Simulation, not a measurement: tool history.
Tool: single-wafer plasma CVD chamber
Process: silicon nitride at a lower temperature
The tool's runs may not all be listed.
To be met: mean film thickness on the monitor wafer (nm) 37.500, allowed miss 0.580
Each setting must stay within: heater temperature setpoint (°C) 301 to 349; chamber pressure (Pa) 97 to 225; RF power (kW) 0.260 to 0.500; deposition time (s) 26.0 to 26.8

run	day	heater temperature setpoint (°C)	chamber pressure (Pa)	RF power (kW)	deposition time (s)	mean film thickness on the monitor wafer (nm)
1	0.000	325	161	0.380	26.0	32.018
2	0.050	319	161	0.380	26.0	32.065
3	0.100	319	176	0.390	26.0	33.571
4	0.446	314	176	0.390	26.0	33.632
5	0.500	314	187	0.395	26.0	34.446
6	0.729	314	205	0.395	26.0	35.885
7	0.850	314	209	0.395	26.0	36.023
8	0.925	314	213	0.395	26.0	36.073

Pick the move, out of 5, that brings all results within their allowed miss; only one does.
A	1.000	312	199	0.360	26.8	?
B	1.000	308	216	0.415	26.1	?
C	1.000	310	224	0.405	26.8	?
D	1.000	313	215	0.345	26.0	?
E	1.000	315	184	0.395	26.1	?

move	mean film thickness on the monitor wafer (nm)
A	35.194
B	37.477
C	38.551
D	34.466
E	34.607
A: further off than the last run
B: all results in spec
C: takes the result that was furthest off past its target
D: further off than the last run
E: further off than the last run
The right move is B.

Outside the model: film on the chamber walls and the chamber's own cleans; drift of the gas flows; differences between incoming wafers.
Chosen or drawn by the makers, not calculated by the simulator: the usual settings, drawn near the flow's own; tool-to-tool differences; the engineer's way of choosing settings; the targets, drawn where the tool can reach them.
